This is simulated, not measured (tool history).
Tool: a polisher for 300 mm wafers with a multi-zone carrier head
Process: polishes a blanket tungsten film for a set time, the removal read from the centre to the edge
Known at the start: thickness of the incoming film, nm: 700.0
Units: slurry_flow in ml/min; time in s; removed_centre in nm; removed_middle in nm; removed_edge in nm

Run 1, hour 0.0: slurry_flow 300 ml/min, centre_zone 1.00, middle_zone 1.00, edge_zone 1.00, slurry_solids 1.00, time 84 s. Result: removed_centre 269.47 nm, removed_middle 265.20 nm, removed_edge 268.54 nm.
Run 2, hour 5.5: slurry_flow 300 ml/min, centre_zone 0.97, middle_zone 1.02, edge_zone 1.03, slurry_solids 1.10, time 86 s. Result: removed_centre 275.07 nm, removed_middle 293.59 nm, removed_edge 286.80 nm.
Run 3, hour 9.4: slurry_flow 300 ml/min, centre_zone 0.95, middle_zone 1.01, edge_zone 1.06, slurry_solids 1.15, time 87 s. Result: removed_centre 276.73 nm, removed_middle 291.61 nm, removed_edge 296.76 nm.
Run 4, hour 14.9: slurry_flow 300 ml/min, centre_zone 0.93, middle_zone 1.02, edge_zone 1.08, slurry_solids 1.20, time 88 s. Result: removed_centre 272.56 nm, removed_middle 305.14 nm, removed_edge 301.42 nm.
Run 5, hour 17.7: slurry_flow 300 ml/min, centre_zone 0.93, middle_zone 1.02, edge_zone 1.08, slurry_solids 1.20, time 76 s. Result: removed_centre 241.83 nm, removed_middle 265.06 nm, removed_edge 270.32 nm.
Run 6, hour 25.6: slurry_flow 300 ml/min, centre_zone 0.92, middle_zone 1.02, edge_zone 1.10, slurry_solids 1.25, time 79 s. Result: removed_centre 258.55 nm, removed_middle 275.15 nm, removed_edge 284.91 nm.
Run 7, hour 29.8: slurry_flow 300 ml/min, centre_zone 0.90, middle_zone 1.03, edge_zone 1.12, slurry_solids 1.30, time 82 s. Result: removed_centre 257.77 nm, removed_middle 297.00 nm, removed_edge 298.90 nm.

Run 8 comes next. What will it give?
Run 8, hour 35.4: slurry_flow 300 ml/min, centre_zone 0.89, middle_zone 1.03, edge_zone 1.13, slurry_solids 1.35, time 84 s. Result: removed_centre ?, removed_middle ?, removed_edge ?.

{"run 8": {"removed_centre": 256.58, "removed_middle": 301.71, "removed_edge": 320.7}}

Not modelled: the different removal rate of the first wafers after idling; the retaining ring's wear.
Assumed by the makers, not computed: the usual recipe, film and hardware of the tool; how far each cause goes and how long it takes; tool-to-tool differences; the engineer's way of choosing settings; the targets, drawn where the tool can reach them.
